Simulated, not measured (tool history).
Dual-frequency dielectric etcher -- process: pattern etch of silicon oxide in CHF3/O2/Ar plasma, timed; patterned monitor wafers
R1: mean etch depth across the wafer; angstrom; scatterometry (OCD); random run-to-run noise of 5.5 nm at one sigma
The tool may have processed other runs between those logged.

Run 1, day 0.000: source power (W) 560, bias power (W) 218, etch time (s) 527.5. Result: R1 10602 angstrom.
Run 2, day 0.162: source power (W) 550, bias power (W) 217, etch time (s) 527.5. Result: R1 10439 angstrom.
Run 3, day 0.283: source power (W) 550, bias power (W) 236, etch time (s) 527.5. Result: R1 10798 angstrom.
Run 4, day 0.367: source power (W) 600, bias power (W) 236, etch time (s) 527.5. Result: R1 11124 angstrom.
Run 5, day 0.492: source power (W) 530, bias power (W) 236, etch time (s) 527.5. Result: R1 10599 angstrom.
Run 6, day 0.583: source power (W) 520, bias power (W) 235, etch time (s) 527.5. Result: R1 10511 angstrom.

Forecast run 7:
Run 7, day 0.850: source power (W) 510, bias power (W) 234, etch time (s) 527.5. Result: R1 ?.

Run 7 produced R1 10455 angstrom.

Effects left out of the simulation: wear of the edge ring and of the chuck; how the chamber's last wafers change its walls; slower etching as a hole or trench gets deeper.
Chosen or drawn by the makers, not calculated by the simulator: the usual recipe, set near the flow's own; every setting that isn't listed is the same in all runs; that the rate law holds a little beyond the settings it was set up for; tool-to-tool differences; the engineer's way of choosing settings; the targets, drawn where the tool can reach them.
